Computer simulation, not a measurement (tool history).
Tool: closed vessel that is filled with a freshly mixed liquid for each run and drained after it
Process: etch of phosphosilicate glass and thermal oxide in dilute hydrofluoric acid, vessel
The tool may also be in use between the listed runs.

run	day	temperature setpoint of the liquid (K)	parts of water to one part of 49 % hydrofluoric acid (parts by volume)	time in the liquid (s)	thickness taken off the phosphosilicate glass on a monitor wafer (Å)	thickness taken off the thermal oxide on a monitor wafer (Å)
1	0	296.15	155	60	333.14	15.683
2	0.271	296.15	105	60	518.77	25.314
3	0.358	294.65	150	60	322.33	15.759
4	0.654	297.15	150	60	353.55	16.573
5	0.812	297.15	205	60	246.35	11.95
6	1.025	297.15	205	45	183.4	8.8647
7	1.15	293.15	245	45	127.24	5.926
8	1.4	292.65	250	45	121.86	6.0465
9	1.579	292.15	255	45	116.14	5.517

Run 10 has not been measured yet. What should we expect?
10	1.704	291.65	255	45	?	?

thickness taken off the phosphosilicate glass on a monitor wafer (Å): 115.7
thickness taken off the thermal oxide on a monitor wafer (Å): 5.4524
